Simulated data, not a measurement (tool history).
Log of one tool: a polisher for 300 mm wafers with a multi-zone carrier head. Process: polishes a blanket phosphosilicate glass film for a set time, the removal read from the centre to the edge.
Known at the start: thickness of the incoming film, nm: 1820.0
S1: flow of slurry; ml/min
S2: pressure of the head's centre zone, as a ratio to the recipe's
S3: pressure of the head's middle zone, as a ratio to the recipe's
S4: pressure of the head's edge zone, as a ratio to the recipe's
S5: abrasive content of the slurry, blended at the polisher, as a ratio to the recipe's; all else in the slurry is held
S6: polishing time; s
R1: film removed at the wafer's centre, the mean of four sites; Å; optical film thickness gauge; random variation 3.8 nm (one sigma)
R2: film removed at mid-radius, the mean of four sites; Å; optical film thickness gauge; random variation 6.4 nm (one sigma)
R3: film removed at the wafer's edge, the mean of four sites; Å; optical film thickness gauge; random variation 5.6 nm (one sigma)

run  hour   S1    S2    S3    S4    S5  S6      R1      R2      R3
  1     0  305     1     1     1     1  61  5980.8  5846.9  5796.8
  2   8.3  300  0.98     1  0.98     1  61  5781.2    5999  5819.5
  3    14  300  0.98     1  0.98     1  49  4680.8  4762.9  4659.7
  4  16.6  300  0.98     1  0.98     1  36  3480.7  3493.2  3425.1
  5  24.5  300  0.98     1  0.98   0.9  36  3179.1  3134.8    3135
  6  33.3  300  0.98  1.05  0.98   0.9  36  3207.3  3405.4  3176.4
  7  41.5  295  0.98  1.05  1.01  1.05  36  3494.6  3831.2  3534.8
  8  43.6  290  0.99  1.04  1.03  1.15  37  3910.9  3987.2  3934.3
  9  44.3  350  0.99  1.14  1.12   1.4  41  4879.4  5428.3  4969.3
 10  46.2  355  0.99  1.14  1.14   1.4  41  4899.8  5358.5  4913.6

Forecast run 11:
 11  54.6  355  0.99  1.13  1.15  1.4  41   ?   ?   ?

{"run 11": {"R1": 4857, "R2": 5294.7, "R3": 5084.8}}
